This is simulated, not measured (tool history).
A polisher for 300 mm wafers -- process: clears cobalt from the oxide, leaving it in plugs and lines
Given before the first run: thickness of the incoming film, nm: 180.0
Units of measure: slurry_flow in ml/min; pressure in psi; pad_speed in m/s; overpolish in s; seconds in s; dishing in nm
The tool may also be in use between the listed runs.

{"run": 1, "hour": 0.0, "slurry_flow": 295, "pressure": 2.4, "pad_speed": 0.92, "overpolish": 14, "seconds": 31.961, "dishing": 8.9111}
{"run": 2, "hour": 5.6, "slurry_flow": 350, "pressure": 2.4, "pad_speed": 0.92, "overpolish": 14, "seconds": 31.309, "dishing": 8.8251}
{"run": 3, "hour": 11.7, "slurry_flow": 375, "pressure": 2.1, "pad_speed": 0.8, "overpolish": 13, "seconds": 39.736, "dishing": 8.886}
{"run": 4, "hour": 16.6, "slurry_flow": 395, "pressure": 1.9, "pad_speed": 0.72, "overpolish": 13, "seconds": 49.344, "dishing": 8.7548}
{"run": 5, "hour": 22.6, "slurry_flow": 410, "pressure": 1.7, "pad_speed": 0.68, "overpolish": 15, "seconds": 57.229, "dishing": 8.9095}
{"run": 6, "hour": 31.3, "slurry_flow": 340, "pressure": 1.7, "pad_speed": 0.68, "overpolish": 15, "seconds": 59.454, "dishing": 8.9461}

Run 7, settings as shown, results not yet in. Your forecast:
{"run": 7, "hour": 33.6, "slurry_flow": 370, "pressure": 1.6, "pad_speed": 0.64, "overpolish": 12, "seconds": "?", "dishing": "?"}

seconds: 65.524 s
dishing: 8.7150 nm
